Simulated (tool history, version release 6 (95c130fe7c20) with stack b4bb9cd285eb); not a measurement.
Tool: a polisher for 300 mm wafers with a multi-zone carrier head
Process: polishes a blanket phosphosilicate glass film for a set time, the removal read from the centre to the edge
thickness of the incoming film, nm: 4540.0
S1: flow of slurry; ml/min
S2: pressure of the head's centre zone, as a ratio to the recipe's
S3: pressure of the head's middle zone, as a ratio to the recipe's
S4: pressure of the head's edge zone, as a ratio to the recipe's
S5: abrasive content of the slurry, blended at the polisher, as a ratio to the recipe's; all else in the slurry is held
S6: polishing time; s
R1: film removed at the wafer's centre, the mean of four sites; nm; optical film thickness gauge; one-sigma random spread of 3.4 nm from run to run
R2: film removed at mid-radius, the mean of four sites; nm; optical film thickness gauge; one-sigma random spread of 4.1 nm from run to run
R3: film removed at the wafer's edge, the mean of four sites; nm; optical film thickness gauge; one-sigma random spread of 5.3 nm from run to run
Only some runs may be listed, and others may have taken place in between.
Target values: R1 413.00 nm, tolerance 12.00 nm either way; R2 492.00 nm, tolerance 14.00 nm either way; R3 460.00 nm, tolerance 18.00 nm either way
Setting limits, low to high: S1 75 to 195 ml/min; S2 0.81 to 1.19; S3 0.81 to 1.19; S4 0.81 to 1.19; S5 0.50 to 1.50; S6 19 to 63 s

run  hour   S1    S2    S3    S4    S5  S6      R1      R2      R3
  1   0.0  125  1.00  1.00  1.00  1.00  41  358.63  365.81  361.40
  2   8.3  135  0.99  1.02  1.03  1.05  41  366.86  389.29  381.34
  3  11.4  135  0.99  1.10  1.03  1.05  41  370.52  407.99  371.45
  4  20.3  145  0.98  1.10  1.05  1.10  41  382.50  423.18  404.40
  5  26.4  145  1.04  1.10  1.05  1.10  41  397.86  417.45  396.08
  6  34.6  150  1.02  1.11  1.06  1.10  41  392.54  423.95  403.90
  7  43.6  155  1.01  1.12  1.07  1.10  41  403.06  433.80  406.62
  8  46.1  160  0.99  1.13  1.08  1.10  41  395.03  441.32  401.40
  9  51.4  160  0.98  1.13  1.09  1.15  41  396.37  446.49  423.19
 10  56.8  165  0.97  1.14  1.10  1.15  41  404.69  456.54  421.59
 11  58.6  165  0.96  1.14  1.11  1.15  41  396.67  450.31  425.02
 12  63.4  170  0.95  1.15  1.12  1.15  41  395.66  467.71  428.90
 13  65.7  175  0.95  1.15  1.13  1.15  41  394.84  457.60  437.66

Next run, 4 choices. One meets every target within its allowed miss, the rest don't. Which?
  A  68.0  190  0.98  1.00  1.18  1.30  42   ?   ?   ?
  B  68.0  180  0.89  1.17  1.06  1.30  40   ?   ?   ?
  C  68.0  175  0.94  1.17  1.16  1.25  41   ?   ?   ?
  D  68.0  150  0.87  1.08  1.19  0.95  53   ?   ?   ?

move      R1      R2      R3
   A  445.83  464.88  493.59
   B  391.23  497.24  441.74
   C  408.44  497.79  463.61
   D  411.86  501.98  508.41
A: its largest miss is bigger than the last run's
B: brings the result that was furthest off to its target, and leaves another outside
C: every result within its allowed miss
D: brings the result that was furthest off to its target, and leaves another outside
Move C is the one to make.
